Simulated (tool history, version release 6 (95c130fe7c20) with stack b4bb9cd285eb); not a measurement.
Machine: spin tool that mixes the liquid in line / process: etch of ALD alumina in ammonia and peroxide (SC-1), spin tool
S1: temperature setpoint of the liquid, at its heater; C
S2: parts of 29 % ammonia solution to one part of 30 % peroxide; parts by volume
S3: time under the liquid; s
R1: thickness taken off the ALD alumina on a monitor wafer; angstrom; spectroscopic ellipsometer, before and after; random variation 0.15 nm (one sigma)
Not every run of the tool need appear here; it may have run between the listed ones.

run  hour    S1   S2   S3      R1
  1     0    52  0.6  255  134.21
  2   3.3    55  0.6  255  158.66
  3     4    57  0.6  255  173.56
  4   5.3    54  0.6  255  148.91
  5  12.5  59.5  0.6  255   199.8
  6  17.4  60.5  0.6  255  207.73
  7  22.6  60.5  0.6  255  210.13

Run 8 comes next. What will it give?
  8  24.4  61  0.6  255   ?

{"run 8": {"R1": 215.74}}
